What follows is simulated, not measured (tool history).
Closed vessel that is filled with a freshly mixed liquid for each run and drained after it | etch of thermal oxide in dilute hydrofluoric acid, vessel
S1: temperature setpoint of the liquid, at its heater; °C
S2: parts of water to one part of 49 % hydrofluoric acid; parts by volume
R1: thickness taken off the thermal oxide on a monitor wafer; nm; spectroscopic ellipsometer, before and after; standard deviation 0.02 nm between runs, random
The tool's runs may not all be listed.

Run 1, hour 0.0: S1 26.0 °C, S2 55 parts by volume, time in the liquid (s) 95. Result: R1 8.4113 nm.
Run 2, hour 2.4: S1 23.5 °C, S2 60 parts by volume, time in the liquid (s) 95. Result: R1 6.8869 nm.
Run 3, hour 10.9: S1 23.5 °C, S2 60 parts by volume, time in the liquid (s) 100. Result: R1 7.2252 nm.
Run 4, hour 12.9: S1 23.5 °C, S2 60 parts by volume, time in the liquid (s) 100. Result: R1 7.2424 nm.
Run 5, hour 20.0: S1 23.5 °C, S2 80 parts by volume, time in the liquid (s) 100. Result: R1 5.2919 nm.
Run 6, hour 21.2: S1 27.0 °C, S2 80 parts by volume, time in the liquid (s) 100. Result: R1 6.0979 nm.
Run 7, hour 22.9: S1 23.0 °C, S2 80 parts by volume, time in the liquid (s) 100. Result: R1 5.1963 nm.

Run 8 has not been measured yet. What should we expect?
Run 8, hour 28.2: S1 23.0 °C, S2 80 parts by volume, time in the liquid (s) 100. Result: R1 ?.

{"run 8": {"R1": 5.1791}}

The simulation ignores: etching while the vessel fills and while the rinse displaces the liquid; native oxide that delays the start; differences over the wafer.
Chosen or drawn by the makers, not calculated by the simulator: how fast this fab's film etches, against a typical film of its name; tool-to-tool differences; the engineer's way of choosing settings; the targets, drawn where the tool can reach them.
